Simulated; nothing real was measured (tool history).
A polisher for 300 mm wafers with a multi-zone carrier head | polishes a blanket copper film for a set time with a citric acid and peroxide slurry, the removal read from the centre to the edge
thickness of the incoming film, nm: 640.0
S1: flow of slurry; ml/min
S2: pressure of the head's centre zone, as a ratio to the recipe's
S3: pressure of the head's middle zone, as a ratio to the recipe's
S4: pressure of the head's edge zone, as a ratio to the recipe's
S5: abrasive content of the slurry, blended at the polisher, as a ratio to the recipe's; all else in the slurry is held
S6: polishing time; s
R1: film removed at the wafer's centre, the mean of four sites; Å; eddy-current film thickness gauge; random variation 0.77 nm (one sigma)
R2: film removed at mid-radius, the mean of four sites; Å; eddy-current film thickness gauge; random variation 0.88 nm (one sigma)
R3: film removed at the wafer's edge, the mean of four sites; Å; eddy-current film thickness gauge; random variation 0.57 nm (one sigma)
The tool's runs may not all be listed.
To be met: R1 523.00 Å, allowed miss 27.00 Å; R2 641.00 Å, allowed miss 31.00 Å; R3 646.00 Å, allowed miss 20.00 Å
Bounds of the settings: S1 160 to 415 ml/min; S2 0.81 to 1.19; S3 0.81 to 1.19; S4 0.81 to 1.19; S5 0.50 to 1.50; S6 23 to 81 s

run 1 day=0.000 | S1=265 S2=1.00 S3=1.00 S4=1.00 S5=1.00 S6=52 | R1=989.94 R2=986.43 R3=1010.30
run 2 day=0.025 | S1=265 S2=1.00 S3=1.00 S4=1.00 S5=1.00 S6=59 | R1=1138.70 R2=1121.80 R3=1127.30
run 3 day=0.225 | S1=255 S2=0.95 S3=1.00 S4=0.98 S5=0.85 S6=52 | R1=915.77 R2=946.54 R3=979.17
run 4 day=0.388 | S1=255 S2=0.95 S3=1.00 S4=1.06 S5=0.85 S6=52 | R1=940.54 R2=965.42 R3=1003.70
run 5 day=0.729 | S1=255 S2=0.95 S3=1.00 S4=1.00 S5=0.85 S6=52 | R1=899.44 R2=944.09 R3=964.63
run 6 day=1.025 | S1=215 S2=0.95 S3=1.00 S4=1.00 S5=0.85 S6=52 | R1=889.10 R2=929.20 R3=950.74
run 7 day=1.308 | S1=205 S2=0.92 S3=1.01 S4=0.97 S5=0.75 S6=47 | R1=776.43 R2=827.82 R3=826.19
run 8 day=1.496 | S1=205 S2=0.92 S3=1.01 S4=0.97 S5=0.75 S6=47 | R1=768.82 R2=823.82 R3=843.81
run 9 day=1.638 | S1=200 S2=0.89 S3=1.02 S4=0.96 S5=0.70 S6=44 | R1=680.17 R2=760.69 R3=766.25
run 10 day=2.012 | S1=200 S2=0.87 S3=1.02 S4=0.96 S5=0.65 S6=42 | R1=623.38 R2=712.87 R3=725.01
run 11 day=2.238 | S1=200 S2=0.85 S3=1.02 S4=0.95 S5=0.60 S6=41 | R1=582.35 R2=704.56 R3=702.74
run 12 day=2.496 | S1=190 S2=0.82 S3=0.96 S4=0.89 S5=0.50 S6=38 | R1=517.17 R2=606.11 R3=606.58
run 13 day=2.575 | S1=195 S2=0.82 S3=0.97 S4=0.91 S5=0.50 S6=38 | R1=514.86 R2=616.24 R3=611.12
run 14 day=2.812 | S1=195 S2=0.82 S3=0.98 S4=0.93 S5=0.50 S6=38 | R1=503.29 R2=612.76 R3=615.29
run 15 day=2.862 | S1=200 S2=0.83 S3=0.99 S4=0.94 S5=0.50 S6=38 | R1=520.46 R2=603.03 R3=621.50
run 16 day=2.975 | S1=200 S2=0.83 S3=1.00 S4=0.94 S5=0.50 S6=38 | R1=526.43 R2=628.32 R3=633.86
run 17 day=3.138 | S1=200 S2=0.83 S3=1.01 S4=0.94 S5=0.50 S6=38 | R1=514.96 R2=634.99 R3=624.92

Which of these 4 next moves meets every target?
run A day=3.300 | S1=215 S2=0.82 S3=1.07 S4=0.89 S5=0.50 S6=38 | R1=? R2=? R3=?
run B day=3.300 | S1=225 S2=0.83 S3=1.07 S4=0.90 S5=0.50 S6=37 | R1=? R2=? R3=?
run C day=3.300 | S1=170 S2=0.90 S3=1.08 S4=0.93 S5=0.50 S6=36 | R1=? R2=? R3=?
run D day=3.300 | S1=220 S2=0.82 S3=1.00 S4=0.96 S5=0.55 S6=38 | R1=? R2=? R3=?

move=A R1=536.48 R2=670.57 R3=618.45
move=B R1=532.65 R2=657.15 R3=608.22
move=C R1=534.17 R2=615.28 R3=580.61
move=D R1=545.38 R2=643.66 R3=651.34
A: further off than the last run
B: further off than the last run
C: further off than the last run
D: meets every target
Answer: D
